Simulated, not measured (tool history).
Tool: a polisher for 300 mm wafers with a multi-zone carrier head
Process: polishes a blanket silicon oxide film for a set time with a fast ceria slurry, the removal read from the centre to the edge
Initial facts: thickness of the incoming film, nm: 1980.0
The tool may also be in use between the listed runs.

| run | day | flow of slurry (ml/min) | pressure of the head's centre zone | pressure of the head's middle zone | pressure of the head's edge zone | polishing time (s) | film removed at the wafer's centre (nm) | film removed at mid-radius (nm) | film removed at the wafer's edge (nm) |
|---|---|---|---|---|---|---|---|---|---|
| 1 | 0 | 290 | 1 | 1 | 1 | 34 | 750.36 | 762.41 | 740.09 |
| 2 | 0.208 | 290 | 1.01 | 0.99 | 1.02 | 35 | 768.97 | 778.21 | 775.53 |
| 3 | 0.233 | 240 | 1.01 | 0.99 | 1.02 | 35 | 746.02 | 766.21 | 763.34 |
| 4 | 0.508 | 250 | 1.03 | 0.99 | 1.04 | 36 | 795.87 | 794.5 | 792.26 |
| 5 | 0.642 | 195 | 1.03 | 0.99 | 1.04 | 36 | 774.61 | 760.38 | 777.27 |
| 6 | 0.667 | 175 | 1.03 | 0.99 | 1.04 | 36 | 743.25 | 741.57 | 762.71 |

Estimate the outcome of run 7 from the log above:
| 7 | 0.783 | 255 | 1.07 | 0.94 | 1.14 | 38 | ? | ? | ? |

Run 7 yielded film removed at the wafer's centre (nm) 897.72, film removed at mid-radius (nm) 796.15, film removed at the wafer's edge (nm) 864.13.

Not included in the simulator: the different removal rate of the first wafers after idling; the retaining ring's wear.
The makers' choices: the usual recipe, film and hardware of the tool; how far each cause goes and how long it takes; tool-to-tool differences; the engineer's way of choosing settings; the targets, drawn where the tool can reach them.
